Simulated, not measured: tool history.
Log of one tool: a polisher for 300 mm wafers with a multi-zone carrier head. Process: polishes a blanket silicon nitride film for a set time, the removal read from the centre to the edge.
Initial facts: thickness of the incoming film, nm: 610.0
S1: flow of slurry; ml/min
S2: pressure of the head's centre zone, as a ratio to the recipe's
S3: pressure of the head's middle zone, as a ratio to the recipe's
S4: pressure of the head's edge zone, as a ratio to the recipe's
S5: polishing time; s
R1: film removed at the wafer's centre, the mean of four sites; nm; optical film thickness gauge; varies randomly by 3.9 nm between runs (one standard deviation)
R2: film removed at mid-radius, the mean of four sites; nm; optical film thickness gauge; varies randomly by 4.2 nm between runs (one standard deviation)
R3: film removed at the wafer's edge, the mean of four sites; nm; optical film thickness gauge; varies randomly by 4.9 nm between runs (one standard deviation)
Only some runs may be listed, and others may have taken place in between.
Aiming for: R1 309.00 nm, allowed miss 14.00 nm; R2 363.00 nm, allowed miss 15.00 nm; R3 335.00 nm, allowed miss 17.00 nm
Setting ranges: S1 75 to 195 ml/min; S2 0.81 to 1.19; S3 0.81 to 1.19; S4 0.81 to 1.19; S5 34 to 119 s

| run | hour | S1 | S2 | S3 | S4 | S5 | R1 | R2 | R3 |
|---|---|---|---|---|---|---|---|---|---|
| 1 | 0.0 | 125 | 1.00 | 1.00 | 1.00 | 76 | 208.58 | 206.78 | 206.51 |
| 2 | 4.3 | 130 | 1.00 | 1.01 | 1.01 | 79 | 219.69 | 215.94 | 212.83 |
| 3 | 12.8 | 130 | 0.99 | 1.02 | 1.01 | 83 | 226.64 | 230.96 | 223.66 |
| 4 | 15.6 | 130 | 0.98 | 1.03 | 1.02 | 86 | 235.10 | 239.32 | 234.63 |
| 5 | 18.9 | 130 | 0.98 | 1.03 | 1.02 | 77 | 210.86 | 219.15 | 209.15 |
| 6 | 19.7 | 130 | 0.98 | 1.03 | 1.06 | 77 | 205.93 | 218.02 | 217.14 |
|  | 27.0 | worn pad replaced by a new one |
| 7 | 27.0 | 130 | 0.98 | 1.04 | 1.07 | 80 | 238.25 | 255.49 | 251.05 |
| 8 | 31.3 | 145 | 0.99 | 1.14 | 1.17 | 80 | 249.40 | 280.10 | 271.04 |
| 9 | 39.2 | 150 | 0.99 | 1.15 | 1.17 | 81 | 261.49 | 287.03 | 267.54 |
| 10 | 40.3 | 150 | 0.99 | 1.15 | 1.17 | 83 | 265.01 | 293.16 | 272.19 |
| 11 | 41.5 | 150 | 0.99 | 1.15 | 1.17 | 85 | 273.14 | 300.17 | 280.57 |
| 12 | 46.9 | 150 | 0.98 | 1.15 | 1.17 | 86 | 264.22 | 305.24 | 281.90 |
| 13 | 53.5 | 150 | 0.98 | 1.15 | 1.17 | 87 | 268.12 | 309.67 | 286.79 |
| 14 | 61.2 | 150 | 0.98 | 1.15 | 1.17 | 88 | 276.49 | 308.46 | 300.43 |

Which one of the following 5 next-run settings gets every result inside its allowed miss? There is exactly one.
| A | 68.9 | 85 | 0.95 | 0.89 | 1.19 | 91 | ? | ? | ? |
| B | 68.9 | 135 | 0.98 | 1.19 | 1.17 | 101 | ? | ? | ? |
| C | 68.9 | 115 | 0.93 | 1.08 | 1.19 | 101 | ? | ? | ? |
| D | 68.9 | 150 | 0.97 | 1.04 | 1.04 | 81 | ? | ? | ? |
| E | 68.9 | 135 | 0.91 | 1.14 | 1.19 | 110 | ? | ? | ? |

| move | R1 | R2 | R3 |
|---|---|---|---|
| A | 241.63 | 228.72 | 276.15 |
| B | 310.38 | 358.06 | 323.76 |
| C | 284.02 | 319.49 | 319.93 |
| D | 251.33 | 260.65 | 249.51 |
| E | 313.59 | 375.91 | 355.75 |
A: misses by more than the last run did
B: in spec on every target
C: gains on the last run, yet a result remains outside its allowed miss
D: misses by more than the last run did
E: corrects the largest miss of the last run, while another result sits out of spec
B is the move that brings every result within its allowed miss.
